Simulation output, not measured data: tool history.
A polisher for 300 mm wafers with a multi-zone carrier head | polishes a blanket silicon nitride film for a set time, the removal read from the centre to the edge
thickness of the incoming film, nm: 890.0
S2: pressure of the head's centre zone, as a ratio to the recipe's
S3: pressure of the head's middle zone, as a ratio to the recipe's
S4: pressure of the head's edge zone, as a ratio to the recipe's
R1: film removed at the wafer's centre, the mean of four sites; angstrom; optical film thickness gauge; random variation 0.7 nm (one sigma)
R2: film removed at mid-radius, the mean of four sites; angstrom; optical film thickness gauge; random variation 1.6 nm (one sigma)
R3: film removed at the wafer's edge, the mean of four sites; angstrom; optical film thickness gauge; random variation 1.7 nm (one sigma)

{"run": 1, "day": 0.0, "flow of slurry (ml/min)": 265, "S2": 1, "S3": 1, "S4": 1, "polishing time (s)": 62, "R1": 905.55, "R2": 886.05, "R3": 867.72}
{"run": 2, "day": 0.358, "flow of slurry (ml/min)": 265, "S2": 0.98, "S3": 1.04, "S4": 1.03, "polishing time (s)": 67, "R1": 956.66, "R2": 999.96, "R3": 970.74}
{"run": 3, "day": 0.475, "flow of slurry (ml/min)": 315, "S2": 0.98, "S3": 1.04, "S4": 1.03, "polishing time (s)": 67, "R1": 972.13, "R2": 1025.7, "R3": 988.91}
{"run": 4, "day": 0.804, "flow of slurry (ml/min)": 325, "S2": 0.98, "S3": 1.07, "S4": 1.06, "polishing time (s)": 70, "R1": 1020.7, "R2": 1086.1, "R3": 1045.6}
{"run": 5, "day": 1.179, "flow of slurry (ml/min)": 365, "S2": 0.98, "S3": 1.07, "S4": 1.06, "polishing time (s)": 70, "R1": 1034.9, "R2": 1100.5, "R3": 1026.6}
{"run": 6, "day": 1.483, "flow of slurry (ml/min)": 355, "S2": 0.96, "S3": 1.09, "S4": 1.07, "polishing time (s)": 73, "R1": 1045.4, "R2": 1152.8, "R3": 1074.3}
{"run": 7, "day": 1.583, "flow of slurry (ml/min)": 345, "S2": 0.94, "S3": 1.11, "S4": 1.08, "polishing time (s)": 76, "R1": 1070.4, "R2": 1213.7, "R3": 1169.4}

Run 8 comes next. What will it give?
{"run": 8, "day": 1.629, "flow of slurry (ml/min)": 350, "S2": 0.93, "S3": 1.13, "S4": 1.07, "polishing time (s)": 78, "R1": "?", "R2": "?", "R3": "?"}

R1: 1093.9 angstrom
R2: 1281.5 angstrom
R3: 1182.1 angstrom
